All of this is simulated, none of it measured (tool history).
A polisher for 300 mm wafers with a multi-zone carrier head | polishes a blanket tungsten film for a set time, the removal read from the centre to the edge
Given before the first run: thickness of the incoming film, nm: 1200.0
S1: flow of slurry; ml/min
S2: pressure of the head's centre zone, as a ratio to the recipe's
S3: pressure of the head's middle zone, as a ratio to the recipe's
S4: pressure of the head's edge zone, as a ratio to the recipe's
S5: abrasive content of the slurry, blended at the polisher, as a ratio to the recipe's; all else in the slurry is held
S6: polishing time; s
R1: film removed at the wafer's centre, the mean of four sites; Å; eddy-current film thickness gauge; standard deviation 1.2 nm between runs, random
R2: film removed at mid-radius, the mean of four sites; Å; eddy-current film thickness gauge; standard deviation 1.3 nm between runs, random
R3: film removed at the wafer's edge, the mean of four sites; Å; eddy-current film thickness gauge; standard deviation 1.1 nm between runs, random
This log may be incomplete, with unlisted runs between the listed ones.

run  hour   S1    S2    S3    S4    S5   S6      R1      R2      R3
  1   0.0  200  1.00  1.00  1.00  1.00   86  2056.6  2069.0  2086.6
  2   6.1  200  1.00  1.00  1.00  1.00   99  2385.3  2395.0  2428.3
  3   6.9  200  1.00  1.00  1.00  1.00  106  2531.7  2530.8  2634.1
  4   9.8  200  1.00  1.00  1.00  1.00  118  2846.8  2873.7  2892.4
  5  12.5  195  1.00  0.98  0.98  0.95  114  2662.3  2637.8  2715.4
  6  17.5  195  1.00  0.94  0.98  0.95  114  2672.5  2568.0  2724.9
  7  24.4  190  1.00  0.93  0.97  0.90  111  2543.9  2419.9  2607.5
  8  33.2  190  1.00  0.92  0.95  0.85  108  2404.4  2287.5  2429.5
  9  41.1  185  1.00  0.91  0.94  0.80  106  2354.3  2195.1  2376.6
 10  42.6  185  1.00  0.90  0.93  0.75  103  2207.3  2038.0  2251.9
 11  51.3  185  1.00  0.90  0.92  0.70  101  2144.6  1998.6  2131.4
 12  54.1  180  1.00  0.89  0.91  0.70   99  2102.8  1894.4  2070.6
 13  60.6  160  0.98  0.84  0.81  0.50   85  1532.2  1375.9  1504.5

Expected results for the next run?
 14  68.8  170  0.98  0.84  0.82  0.50  85   ?   ?   ?

R1: 1546.0 Å
R2: 1402.7 Å
R3: 1515.4 Å

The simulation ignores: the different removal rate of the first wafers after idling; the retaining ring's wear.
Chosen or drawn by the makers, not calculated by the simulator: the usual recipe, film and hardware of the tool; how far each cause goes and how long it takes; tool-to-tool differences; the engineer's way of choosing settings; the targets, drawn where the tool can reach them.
